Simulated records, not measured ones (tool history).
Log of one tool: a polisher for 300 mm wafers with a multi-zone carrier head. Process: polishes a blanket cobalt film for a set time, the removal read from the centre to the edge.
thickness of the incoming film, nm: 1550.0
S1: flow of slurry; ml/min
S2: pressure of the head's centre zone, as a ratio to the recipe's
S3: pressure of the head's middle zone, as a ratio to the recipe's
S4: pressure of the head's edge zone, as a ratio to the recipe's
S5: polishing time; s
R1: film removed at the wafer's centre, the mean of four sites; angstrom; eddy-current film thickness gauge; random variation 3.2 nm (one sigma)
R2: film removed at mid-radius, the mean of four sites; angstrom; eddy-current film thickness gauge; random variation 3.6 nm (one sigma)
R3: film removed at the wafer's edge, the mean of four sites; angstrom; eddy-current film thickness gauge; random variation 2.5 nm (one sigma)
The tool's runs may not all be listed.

| run | hour | S1 | S2 | S3 | S4 | S5 | R1 | R2 | R3 |
|---|---|---|---|---|---|---|---|---|---|
| 1 | 0 | 155 | 1 | 1 | 1 | 64 | 3534.1 | 3214.3 | 3246.3 |
| 2 | 7 | 150 | 0.97 | 0.99 | 0.97 | 59 | 3115.9 | 2872.7 | 3021.3 |
| 3 | 10 | 150 | 0.97 | 0.99 | 0.93 | 59 | 3049.2 | 2887.8 | 2929.7 |
| 4 | 18.4 | 150 | 0.97 | 0.99 | 0.86 | 59 | 3076.2 | 2798.7 | 2827.2 |
| 5 | 20.1 | 150 | 0.97 | 0.99 | 0.86 | 66 | 3512 | 3247.9 | 3128.1 |
| 6 | 22 | 150 | 0.97 | 0.99 | 0.86 | 59 | 3020 | 2863.8 | 2819.7 |
| 7 | 24.7 | 145 | 0.96 | 0.99 | 0.85 | 56 | 2870.2 | 2707.9 | 2634.8 |
| 8 | 30.9 | 140 | 0.94 | 0.98 | 0.84 | 55 | 2768.8 | 2587.3 | 2582.3 |
| 9 | 32.2 | 135 | 0.92 | 0.98 | 0.83 | 54 | 2595.3 | 2554.4 | 2502.7 |

The next listed run, before its measurement:
| 10 | 39.7 | 130 | 0.91 | 0.97 | 0.82 | 54 | ? | ? | ? |

{"run 10": {"R1": 2591.4, "R2": 2502.7, "R3": 2508.9}}
